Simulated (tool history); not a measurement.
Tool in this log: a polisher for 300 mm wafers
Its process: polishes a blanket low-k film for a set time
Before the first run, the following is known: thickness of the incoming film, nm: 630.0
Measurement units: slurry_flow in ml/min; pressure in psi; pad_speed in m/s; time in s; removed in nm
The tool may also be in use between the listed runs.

run  hour  slurry_flow  pressure  pad_speed  slurry_solids  time  removed
  1   0.0          160       2.1       1.14            1.0    43   17.647
  2   1.6          155       1.8       1.14            1.0    43   14.976
  3   4.5          185       1.8       1.14            1.0    43   15.602
  4  10.3          175       1.6       1.14            1.0    43   13.594
  5  16.7          170       1.5       1.14            1.0    43   13.109
  6  22.5          210       1.5       1.14            1.0    43   13.460
  7  24.0          205       1.4       1.14            1.0    43   12.604
  8  26.6          205       1.3       1.14            1.0    43   11.873
  9  28.9          200       1.2       1.14            1.0    43   10.805
 10  35.3          195       1.2       1.14            1.0    43   10.901
 11  36.2          190       1.2       1.14            1.0    43   10.673
 12  44.7          185       1.2       1.14            1.0    43   10.837

Expected results for the next run?
 13  47.1          180       1.2       1.14            1.0    43        ?

{"run 13": {"removed": 10.751}}
